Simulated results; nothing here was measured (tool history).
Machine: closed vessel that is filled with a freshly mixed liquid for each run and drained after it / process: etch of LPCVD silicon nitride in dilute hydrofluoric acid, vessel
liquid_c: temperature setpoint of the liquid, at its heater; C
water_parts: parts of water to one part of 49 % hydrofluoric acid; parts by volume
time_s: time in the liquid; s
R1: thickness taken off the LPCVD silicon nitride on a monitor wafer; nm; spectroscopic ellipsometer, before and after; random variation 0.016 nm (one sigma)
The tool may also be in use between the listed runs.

Run 1, hour 0.0: liquid_c 24.0 C, water_parts 50 parts by volume, time_s 305 s. Result: R1 3.2263 nm.
Run 2, hour 7.3: liquid_c 26.5 C, water_parts 50 parts by volume, time_s 305 s. Result: R1 3.8421 nm.
Run 3, hour 12.8: liquid_c 28.0 C, water_parts 50 parts by volume, time_s 305 s. Result: R1 4.2221 nm.
Run 4, hour 18.8: liquid_c 29.0 C, water_parts 50 parts by volume, time_s 305 s. Result: R1 4.5107 nm.
Run 5, hour 20.9: liquid_c 30.0 C, water_parts 50 parts by volume, time_s 305 s. Result: R1 4.7895 nm.
Run 6, hour 24.0: liquid_c 30.0 C, water_parts 50 parts by volume, time_s 215 s. Result: R1 3.3848 nm.
Run 7, hour 29.3: liquid_c 32.0 C, water_parts 30 parts by volume, time_s 215 s. Result: R1 6.3548 nm.

What will run 8 give?
Run 8, hour 32.1: liquid_c 31.0 C, water_parts 30 parts by volume, time_s 215 s. Result: R1 ?.

{"run 8": {"R1": 5.9819}}
